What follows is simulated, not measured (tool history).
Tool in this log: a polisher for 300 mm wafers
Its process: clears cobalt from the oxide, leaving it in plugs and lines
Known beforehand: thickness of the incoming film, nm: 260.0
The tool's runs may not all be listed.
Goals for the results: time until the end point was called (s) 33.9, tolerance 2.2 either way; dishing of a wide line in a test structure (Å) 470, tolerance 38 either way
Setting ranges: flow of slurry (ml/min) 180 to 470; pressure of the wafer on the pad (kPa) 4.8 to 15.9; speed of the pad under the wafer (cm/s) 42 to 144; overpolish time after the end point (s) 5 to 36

run  hour  flow of slurry (ml/min)  pressure of the wafer on the pad (kPa)  speed of the pad under the wafer (cm/s)  overpolish time after the end point (s)  time until the end point was called (s)  dishing of a wide line in a test structure (Å)
  1     0                      300                                    10.3                                       92                                       18                                    67.44                                          394.66
  2   4.4                      300                                    11.7                                       96                                       17                                   58.243                                          388.52
  3   8.2                      300                                    12.4                                      100                                       17                                    51.77                                          444.49
  4  16.9                      300                                    12.4                                      100                                       12                                   49.564                                          364.12
  5    20                      330                                    12.4                                      100                                       12                                   50.563                                           383.5
  6    25                      285                                    12.4                                      100                                       12                                   51.464                                          384.63
  7    28                      285                                    12.4                                      100                                       12                                   51.939                                          362.17
  8  31.2                      295                                    13.1                                      102                                       12                                   46.962                                          363.59
  9  35.3                      300                                    13.8                                      104                                       14                                   44.034                                          426.64
 10  37.3                      300                                    14.5                                      106                                       14                                   41.241                                          430.73
 11  41.6                      300                                    14.5                                      108                                       14                                   41.241                                          434.28
 12  50.4                      300                                    14.5                                      110                                       14                                   41.848                                          422.31
 13  54.5                      305                                    14.5                                      114                                       14                                   39.956                                          448.26
 14  61.1                      305                                    14.5                                      116                                       14                                   38.096                                          446.69

4 next moves are on the table. One of them brings every result within its allowed miss. Which?
  A  67.7                      285                                    12.4                                      110                                       14                                        ?                                               ?
  B  67.7                      290                                    15.9                                      120                                       14                                        ?                                               ?
  C  67.7                      260                                    12.4                                      120                                       18                                        ?                                               ?
  D  67.7                      415                                    15.9                                      110                                       10                                        ?                                               ?

move  time until the end point was called (s)  dishing of a wide line in a test structure (Å)
   A                                   47.239                                          405.59
   B                                   34.093                                          455.88
   C                                   43.772                                          457.06
   D                                   36.113                                          392.73
A: misses by more than the last run did
B: every result within its allowed miss
C: misses by more than the last run did
D: misses by more than the last run did
The move that meets every target is B.
